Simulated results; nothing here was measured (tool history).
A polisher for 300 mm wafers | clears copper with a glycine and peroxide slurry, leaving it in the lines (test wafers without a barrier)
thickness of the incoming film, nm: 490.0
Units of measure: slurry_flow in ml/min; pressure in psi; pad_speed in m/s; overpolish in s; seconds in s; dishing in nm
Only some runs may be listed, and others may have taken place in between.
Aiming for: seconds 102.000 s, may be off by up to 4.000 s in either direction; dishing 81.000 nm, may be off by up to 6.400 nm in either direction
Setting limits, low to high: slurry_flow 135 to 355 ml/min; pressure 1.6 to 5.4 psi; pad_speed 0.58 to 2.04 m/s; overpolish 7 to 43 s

run,day,slurry_flow,pressure,pad_speed,overpolish,seconds,dishing
1,0.000,225,3.5,1.30,22,69.288,84.234
2,0.100,225,3.1,1.28,24,77.456,86.081
3,0.208,225,3.1,1.28,32,77.503,99.174
4,0.392,175,3.1,1.28,32,78.485,96.212
5,0.450,175,3.9,1.28,32,66.312,112.870
6,0.562,175,3.4,1.26,32,75.544,99.755
7,0.700,175,3.1,1.26,32,79.243,96.066
8,1.058,175,2.8,1.26,32,87.070,90.757
9,1.429,175,2.6,1.26,32,90.095,89.860
10,1.592,175,2.5,1.26,32,94.754,89.038

5 next moves are on the table. One of them brings every result within its allowed miss. Which?
A,1.754,140,2.2,1.34,32,?,?
B,1.754,145,2.5,1.18,25,?,?
C,1.754,220,2.2,1.22,39,?,?
D,1.754,170,2.4,1.38,22,?,?
E,1.754,185,2.4,1.28,39,?,?

move,seconds,dishing
A,101.660,80.483
B,99.950,70.348
C,101.690,90.456
D,91.323,68.073
E,94.754,94.479
A: in spec on every target
B: the worst result of the last run now meets its target, but another is out of spec
C: the worst result of the last run now meets its target, but another is out of spec
D: its largest miss is bigger than the last run's
E: its largest miss is bigger than the last run's
Correct choice: A, which meets every target
